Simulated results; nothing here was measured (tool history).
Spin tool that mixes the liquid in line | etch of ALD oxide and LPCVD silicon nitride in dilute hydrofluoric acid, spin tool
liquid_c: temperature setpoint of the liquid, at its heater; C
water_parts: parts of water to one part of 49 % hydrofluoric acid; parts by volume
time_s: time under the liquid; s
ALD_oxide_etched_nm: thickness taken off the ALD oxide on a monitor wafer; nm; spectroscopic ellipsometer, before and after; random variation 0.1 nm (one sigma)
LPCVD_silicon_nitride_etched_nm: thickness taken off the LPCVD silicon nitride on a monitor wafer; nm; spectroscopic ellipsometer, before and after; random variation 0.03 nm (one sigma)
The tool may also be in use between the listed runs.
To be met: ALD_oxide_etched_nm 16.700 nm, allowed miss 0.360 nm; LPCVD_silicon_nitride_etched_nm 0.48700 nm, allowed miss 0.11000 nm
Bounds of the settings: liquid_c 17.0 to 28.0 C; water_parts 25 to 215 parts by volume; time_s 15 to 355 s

run  hour  liquid_c  water_parts  time_s  ALD_oxide_etched_nm  LPCVD_silicon_nitride_etched_nm
  1   0.0      20.0          120     180               28.731                          0.72498
  2   2.5      19.5          130     180               25.563                          0.54378
  3   4.4      19.5           95     180               36.129                          0.73767
  4  13.0      19.5           95     220               44.299                          1.07350
  5  16.8      19.0          115     220               35.034                          0.81777
  6  23.8      22.0          115     220               40.233                          1.08680
  7  25.4      18.0          165     220               22.482                          0.51746
  8  28.0      19.5          210     220               18.134                          0.49737

4 next moves are on the table. One of them brings every result within its allowed miss. Which?
  A  30.6      18.0          170     200                    ?                                ?
  B  30.6      20.5          195     215                    ?                                ?
  C  30.6      23.5          210     175                    ?                                ?
  D  30.6      17.5          185     215                    ?                                ?

move  ALD_oxide_etched_nm  LPCVD_silicon_nitride_etched_nm
   A               19.784                          0.46640
   B               19.960                          0.51832
   C               16.636                          0.47588
   D               18.883                          0.44682
A: further off than the last run
B: further off than the last run
C: meets every target
D: further off than the last run
Answer: C
